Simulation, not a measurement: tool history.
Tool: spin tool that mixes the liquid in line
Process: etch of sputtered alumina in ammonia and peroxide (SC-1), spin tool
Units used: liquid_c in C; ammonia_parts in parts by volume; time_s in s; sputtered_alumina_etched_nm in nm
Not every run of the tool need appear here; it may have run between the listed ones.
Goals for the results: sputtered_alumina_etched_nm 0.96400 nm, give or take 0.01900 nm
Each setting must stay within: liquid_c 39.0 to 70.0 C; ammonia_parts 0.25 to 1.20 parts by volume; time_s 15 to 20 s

run  hour  liquid_c  ammonia_parts  time_s  sputtered_alumina_etched_nm
  1   0.0      55.0           0.95      20                      1.82980
  2   4.8      52.0           0.95      20                      1.56950
  3  11.4      49.5           0.95      20                      1.37280
  4  12.0      49.5           0.80      20                      1.35430
  5  17.3      48.0           0.80      20                      1.24520
  6  22.6      50.5           0.80      20                      1.43540
  7  23.1      50.5           0.80      20                      1.41560
  8  26.8      48.5           0.80      20                      1.27730
  9  28.5      47.0           0.80      20                      1.17520
 10  30.7      46.0           0.80      20                      1.10240

Which one of the following 4 next-run settings gets every result inside its allowed miss? There is exactly one.
  A  32.9      49.0           1.00      20                            ?
  B  32.9      48.0           0.95      20                            ?
  C  32.9      48.0           0.85      20                            ?
  D  32.9      45.0           0.35      20                            ?

move  sputtered_alumina_etched_nm
   A                      1.34270
   B                      1.26390
   C                      1.25060
   D                      0.97044
A: misses by more than the last run did
B: misses by more than the last run did
C: misses by more than the last run did
D: every result lands within tolerance
Correct choice: D, which meets every target

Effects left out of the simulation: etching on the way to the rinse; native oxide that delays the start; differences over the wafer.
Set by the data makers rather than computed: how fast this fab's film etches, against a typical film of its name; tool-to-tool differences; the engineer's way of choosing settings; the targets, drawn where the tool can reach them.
